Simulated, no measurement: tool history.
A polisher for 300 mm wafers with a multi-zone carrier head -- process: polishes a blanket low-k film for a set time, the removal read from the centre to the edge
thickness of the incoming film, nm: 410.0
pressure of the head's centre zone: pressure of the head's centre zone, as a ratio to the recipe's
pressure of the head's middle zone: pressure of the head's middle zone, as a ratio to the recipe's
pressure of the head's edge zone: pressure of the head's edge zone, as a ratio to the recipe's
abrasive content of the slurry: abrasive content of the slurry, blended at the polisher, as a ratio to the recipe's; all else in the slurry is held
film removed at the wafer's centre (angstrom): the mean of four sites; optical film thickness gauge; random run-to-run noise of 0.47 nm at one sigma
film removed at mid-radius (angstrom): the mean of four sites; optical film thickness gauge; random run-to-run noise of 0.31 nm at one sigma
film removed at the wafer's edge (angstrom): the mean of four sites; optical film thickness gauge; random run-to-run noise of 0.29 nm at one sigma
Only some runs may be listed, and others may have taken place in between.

run,day,flow of slurry (ml/min),pressure of the head's centre zone,pressure of the head's middle zone,pressure of the head's edge zone,abrasive content of the slurry,polishing time (s),film removed at the wafer's centre (angstrom),film removed at mid-radius (angstrom),film removed at the wafer's edge (angstrom)
1,0,280,1,1,1,1,55,337.7,347.79,350.4
2,0.2,280,1,1,1,0.9,55,319.04,336.33,330.55
3,0.538,290,1.01,1.03,1.03,1,55,341.73,359.68,353.06
4,0.9,290,1.01,1.04,1.06,1.1,55,357.17,376.13,370.94
5,1.062,295,1.01,1.04,1.08,1.2,56,374.39,394.27,403.88
6,1.412,295,0.97,1.04,1.08,1.2,56,361.17,397.8,398.93

The next listed run, before its measurement:
7,1.629,325,1.07,1.09,1.18,1.45,56,?,?,?

film removed at the wafer's centre (angstrom): 429.28
film removed at mid-radius (angstrom): 454.57
film removed at the wafer's edge (angstrom): 454.55
